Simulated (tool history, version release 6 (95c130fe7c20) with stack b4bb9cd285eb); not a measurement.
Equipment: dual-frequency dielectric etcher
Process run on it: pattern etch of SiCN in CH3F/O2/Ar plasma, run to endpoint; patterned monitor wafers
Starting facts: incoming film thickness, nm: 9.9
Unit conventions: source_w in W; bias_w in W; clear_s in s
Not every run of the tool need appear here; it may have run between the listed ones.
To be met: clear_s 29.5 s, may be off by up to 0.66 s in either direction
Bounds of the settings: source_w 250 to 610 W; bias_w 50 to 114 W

| run | hour | source_w | bias_w | clear_s |
|---|---|---|---|---|
| 1 | 0 | 430 | 82 | 25.259 |
| 2 | 5.8 | 410 | 81 | 25.553 |
| 3 | 9.2 | 390 | 79 | 26.17 |
| 4 | 13 | 390 | 74 | 26.813 |
| 5 | 14.3 | 440 | 74 | 25.892 |
| 6 | 16.3 | 440 | 67 | 27.137 |
| 7 | 21.9 | 430 | 66 | 27.236 |
| 8 | 28.1 | 430 | 66 | 27.234 |
| 9 | 35.7 | 420 | 65 | 27.613 |

5 next moves are on the table. One of them brings every result within its allowed miss. Which?
| A | 43.3 | 390 | 60 | ? |
| B | 43.3 | 410 | 52 | ? |
| C | 43.3 | 380 | 68 | ? |
| D | 43.3 | 460 | 78 | ? |
| E | 43.3 | 350 | 54 | ? |

| move | clear_s |
|---|---|
| A | 29.366 |
| B | 30.549 |
| C | 28.172 |
| D | 25.043 |
| E | 31.72 |
A: all results land within tolerance of their targets
B: takes the biggest miss from the last run beyond its target
C: better than the last run, though not everything is in spec
D: moves away from the targets compared with the last run
E: takes the biggest miss from the last run beyond its target
Correct choice: A, which meets every target
